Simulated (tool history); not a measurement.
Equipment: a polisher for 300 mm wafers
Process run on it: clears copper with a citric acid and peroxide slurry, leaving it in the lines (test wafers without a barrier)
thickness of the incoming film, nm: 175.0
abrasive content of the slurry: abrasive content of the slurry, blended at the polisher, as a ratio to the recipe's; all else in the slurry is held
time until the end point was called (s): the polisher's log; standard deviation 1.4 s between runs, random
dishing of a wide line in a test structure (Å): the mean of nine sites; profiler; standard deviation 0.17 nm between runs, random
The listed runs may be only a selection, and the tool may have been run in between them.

run    day  flow of slurry (ml/min)  pressure of the wafer on the pad (psi)  speed of the pad under the wafer (m/s)  abrasive content of the slurry  overpolish time after the end point (s)  time until the end point was called (s)  dishing of a wide line in a test structure (Å)
  1      0                      175                                     2.3                                    0.84                               1                                       14                                   122.01                                          161.13
  2  0.262                      175                                     2.3                                    0.72                               1                                       14                                   146.49                                          137.61
  3  0.388                      175                                     2.3                                    0.64                               1                                       14                                   160.24                                          126.19
  4  0.738                      175                                     2.3                                    0.64                            0.95                                       14                                   163.23                                          122.17
  5  0.775                      175                                     2.3                                    0.64                             0.8                                       14                                   167.05                                          123.87
  6  1.121                      175                                     2.3                                    0.64                             0.8                                       16                                   166.92                                          134.05
  7  1.342                      175                                     2.3                                    0.64                             0.8                                       12                                   168.14                                           104.8
  8  1.538                      175                                     2.3                                    0.64                             0.8                                       10                                   168.42                                          87.747
  9  1.717                      170                                     2.3                                    0.64                             0.8                                        9                                   168.92                                          78.303

Run 10 comes next. What will it give?
 10  1.879                      165                                     2.3                                    0.64                             0.8                                        9                                        ?                                               ?

time until the end point was called (s): 170.91
dishing of a wide line in a test structure (Å): 79.99

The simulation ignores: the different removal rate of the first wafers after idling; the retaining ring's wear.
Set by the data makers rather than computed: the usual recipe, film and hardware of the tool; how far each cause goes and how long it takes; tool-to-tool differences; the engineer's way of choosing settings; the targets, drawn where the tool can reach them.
